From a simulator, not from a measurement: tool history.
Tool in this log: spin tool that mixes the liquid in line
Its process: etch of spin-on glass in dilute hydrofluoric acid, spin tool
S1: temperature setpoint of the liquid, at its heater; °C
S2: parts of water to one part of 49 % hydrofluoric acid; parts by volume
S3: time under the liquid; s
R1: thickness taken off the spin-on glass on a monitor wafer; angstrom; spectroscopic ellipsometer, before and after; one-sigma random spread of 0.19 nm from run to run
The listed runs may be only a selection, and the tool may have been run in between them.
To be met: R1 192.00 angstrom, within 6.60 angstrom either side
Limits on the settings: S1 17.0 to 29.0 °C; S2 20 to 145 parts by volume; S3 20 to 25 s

| run | day | S1 | S2 | S3 | R1 |
|---|---|---|---|---|---|
| 1 | 0.000 | 21.0 | 80 | 25 | 104.99 |
| 2 | 0.358 | 22.5 | 75 | 25 | 120.63 |
| 3 | 0.488 | 24.0 | 70 | 25 | 138.54 |
| 4 | 0.671 | 25.0 | 70 | 25 | 145.82 |
| 5 | 0.729 | 26.0 | 70 | 25 | 151.18 |
| 6 | 0.754 | 26.5 | 70 | 25 | 151.07 |
| 7 | 0.883 | 27.0 | 65 | 25 | 168.93 |
| 8 | 0.946 | 27.5 | 65 | 25 | 171.30 |
| 9 | 1.233 | 28.0 | 65 | 25 | 172.40 |

Exactly one of the 4 candidate moves below puts every result within its allowed miss. Which one?
| A | 1.521 | 28.0 | 45 | 20 | ? |
| B | 1.521 | 25.5 | 55 | 25 | ? |
| C | 1.521 | 27.0 | 55 | 25 | ? |
| D | 1.521 | 27.5 | 55 | 25 | ? |

| move | R1 |
|---|---|
| A | 210.58 |
| B | 191.99 |
| C | 203.94 |
| D | 208.05 |
A: takes the biggest miss from the last run beyond its target
B: all results land within tolerance of their targets
C: takes the biggest miss from the last run beyond its target
D: takes the biggest miss from the last run beyond its target
Move B is the one to make.
